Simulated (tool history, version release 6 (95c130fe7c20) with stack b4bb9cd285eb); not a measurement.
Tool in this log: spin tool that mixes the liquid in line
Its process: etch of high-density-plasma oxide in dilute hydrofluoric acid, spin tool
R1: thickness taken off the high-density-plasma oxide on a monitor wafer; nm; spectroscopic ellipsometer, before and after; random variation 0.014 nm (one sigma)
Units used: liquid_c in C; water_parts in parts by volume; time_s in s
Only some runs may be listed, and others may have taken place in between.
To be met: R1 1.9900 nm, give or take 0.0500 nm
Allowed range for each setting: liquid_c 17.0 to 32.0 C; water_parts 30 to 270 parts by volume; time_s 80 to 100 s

Run 1, hour 0.0: liquid_c 24.0 C, water_parts 150 parts by volume, time_s 100 s. Result: R1 3.9200 nm.
Run 2, hour 7.2: liquid_c 24.0 C, water_parts 110 parts by volume, time_s 100 s. Result: R1 5.6678 nm.
Run 3, hour 10.2: liquid_c 24.0 C, water_parts 75 parts by volume, time_s 100 s. Result: R1 8.7159 nm.
Run 4, hour 16.1: liquid_c 23.0 C, water_parts 95 parts by volume, time_s 100 s. Result: R1 6.4488 nm.
Run 5, hour 17.8: liquid_c 23.0 C, water_parts 95 parts by volume, time_s 100 s. Result: R1 6.5209 nm.
Run 6, hour 22.4: liquid_c 24.5 C, water_parts 95 parts by volume, time_s 100 s. Result: R1 6.7913 nm.
Run 7, hour 28.7: liquid_c 23.5 C, water_parts 110 parts by volume, time_s 100 s. Result: R1 5.5233 nm.
Run 8, hour 34.7: liquid_c 22.5 C, water_parts 120 parts by volume, time_s 100 s. Result: R1 4.8603 nm.
Run 9, hour 37.3: liquid_c 21.5 C, water_parts 130 parts by volume, time_s 100 s. Result: R1 4.2570 nm.
Run 10, hour 46.1: liquid_c 21.0 C, water_parts 140 parts by volume, time_s 100 s. Result: R1 3.8213 nm.
Run 11, hour 53.2: liquid_c 20.5 C, water_parts 150 parts by volume, time_s 100 s. Result: R1 3.5004 nm.
Run 12, hour 56.4: liquid_c 20.0 C, water_parts 160 parts by volume, time_s 100 s. Result: R1 3.1394 nm.
Run 13, hour 62.5: liquid_c 19.5 C, water_parts 165 parts by volume, time_s 100 s. Result: R1 3.0071 nm.
Run 14, hour 67.5: liquid_c 19.0 C, water_parts 170 parts by volume, time_s 100 s. Result: R1 2.8237 nm.
Run 15, hour 71.7: liquid_c 18.5 C, water_parts 175 parts by volume, time_s 100 s. Result: R1 2.6996 nm.
Run 16, hour 75.0: liquid_c 18.5 C, water_parts 180 parts by volume, time_s 100 s. Result: R1 2.5875 nm.
Run 17, hour 83.6: liquid_c 18.5 C, water_parts 185 parts by volume, time_s 100 s. Result: R1 2.5418 nm.
Run 18, hour 89.1: liquid_c 18.5 C, water_parts 190 parts by volume, time_s 100 s. Result: R1 2.4144 nm.

Which one of the following 5 next-run settings gets every result inside its allowed miss? There is exactly one.
Run A, hour 94.6: liquid_c 19.0 C, water_parts 220 parts by volume, time_s 100 s. Result: R1 ?.
Run B, hour 94.6: liquid_c 19.0 C, water_parts 150 parts by volume, time_s 100 s. Result: R1 ?.
Run C, hour 94.6: liquid_c 18.5 C, water_parts 185 parts by volume, time_s 80 s. Result: R1 ?.
Run D, hour 94.6: liquid_c 19.0 C, water_parts 180 parts by volume, time_s 80 s. Result: R1 ?.
Run E, hour 94.6: liquid_c 17.5 C, water_parts 200 parts by volume, time_s 95 s. Result: R1 ?.

move      R1
   A  2.0831
   B  3.2712
   C  2.0092
   D  2.1165
   E  2.0914
A: an improvement on the last run, though not all results are within tolerance
B: lands further from the targets than the last run did
C: all results in spec
D: an improvement on the last run, though not all results are within tolerance
E: an improvement on the last run, though not all results are within tolerance
Answer: C

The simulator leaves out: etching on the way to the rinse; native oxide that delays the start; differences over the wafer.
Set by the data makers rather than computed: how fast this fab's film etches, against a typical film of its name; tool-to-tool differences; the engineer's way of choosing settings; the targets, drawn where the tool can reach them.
